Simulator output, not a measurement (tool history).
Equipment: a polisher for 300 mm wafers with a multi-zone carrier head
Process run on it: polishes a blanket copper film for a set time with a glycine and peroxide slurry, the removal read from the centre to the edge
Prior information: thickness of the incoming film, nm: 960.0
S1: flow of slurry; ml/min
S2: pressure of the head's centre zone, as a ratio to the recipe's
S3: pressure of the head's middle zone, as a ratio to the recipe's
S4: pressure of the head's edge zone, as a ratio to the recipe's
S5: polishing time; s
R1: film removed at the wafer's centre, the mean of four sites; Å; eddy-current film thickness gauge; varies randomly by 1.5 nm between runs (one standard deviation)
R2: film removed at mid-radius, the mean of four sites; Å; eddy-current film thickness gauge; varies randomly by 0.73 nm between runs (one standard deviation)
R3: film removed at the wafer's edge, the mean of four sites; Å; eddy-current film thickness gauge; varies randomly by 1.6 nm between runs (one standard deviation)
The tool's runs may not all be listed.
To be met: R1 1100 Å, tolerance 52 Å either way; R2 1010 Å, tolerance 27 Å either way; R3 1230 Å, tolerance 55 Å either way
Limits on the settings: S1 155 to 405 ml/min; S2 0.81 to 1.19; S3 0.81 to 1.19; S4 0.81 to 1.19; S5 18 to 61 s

| run | hour | S1 | S2 | S3 | S4 | S5 | R1 | R2 | R3 |
|---|---|---|---|---|---|---|---|---|---|
| 1 | 0 | 260 | 1 | 1 | 1 | 39 | 1415.1 | 1462.3 | 1510.6 |
| 2 | 1 | 260 | 1 | 0.94 | 1 | 39 | 1457.1 | 1420.6 | 1489.4 |
| 3 | 8.2 | 245 | 0.98 | 0.9 | 1.05 | 36 | 1331.1 | 1230 | 1367.7 |
| 4 | 13.4 | 285 | 0.98 | 0.9 | 1.05 | 36 | 1340.3 | 1259.2 | 1452.6 |
| 5 | 16.3 | 285 | 0.98 | 0.9 | 1.05 | 26 | 939.18 | 917.37 | 1035.9 |
| 6 | 24.5 | 300 | 1 | 0.91 | 1.08 | 26 | 954.75 | 912.94 | 1033.9 |
| 7 | 28.2 | 310 | 0.99 | 0.9 | 1.09 | 27 | 1025.6 | 933.92 | 1083.2 |
| 8 | 36.5 | 320 | 0.97 | 0.9 | 1.1 | 28 | 1030.9 | 975.42 | 1134.4 |
| 9 | 38.4 | 330 | 0.97 | 0.89 | 1.11 | 28 | 1031.4 | 972.79 | 1138.3 |
| 10 | 46.5 | 335 | 0.97 | 0.88 | 1.12 | 28 | 1052.6 | 980.61 | 1177 |
| 11 | 52.8 | 345 | 0.97 | 0.88 | 1.13 | 28 | 1048.1 | 965.62 | 1163.5 |
| 12 | 57.6 | 350 | 0.97 | 0.88 | 1.14 | 28 | 1060.8 | 972.73 | 1156.7 |

Next run, 4 choices. One meets every target within its allowed miss, the rest don't. Which?
| A | 62.4 | 405 | 0.99 | 0.89 | 1.19 | 28 | ? | ? | ? |
| B | 62.4 | 355 | 0.97 | 0.95 | 1.18 | 29 | ? | ? | ? |
| C | 62.4 | 405 | 1.06 | 0.95 | 1.11 | 27 | ? | ? | ? |
| D | 62.4 | 385 | 1.14 | 1.05 | 1.13 | 24 | ? | ? | ? |

| move | R1 | R2 | R3 |
|---|---|---|---|
| A | 1069.3 | 1001.5 | 1235.2 |
| B | 1077.3 | 1083.8 | 1262.3 |
| C | 1090.5 | 1019.5 | 1148.1 |
| D | 1025.5 | 981.95 | 1025.4 |
A: every result lands within tolerance
B: takes the result that was furthest off past its target
C: the worst result of the last run now meets its target, but another is out of spec
D: moves away from the targets compared with the last run
The move that meets every target is A.
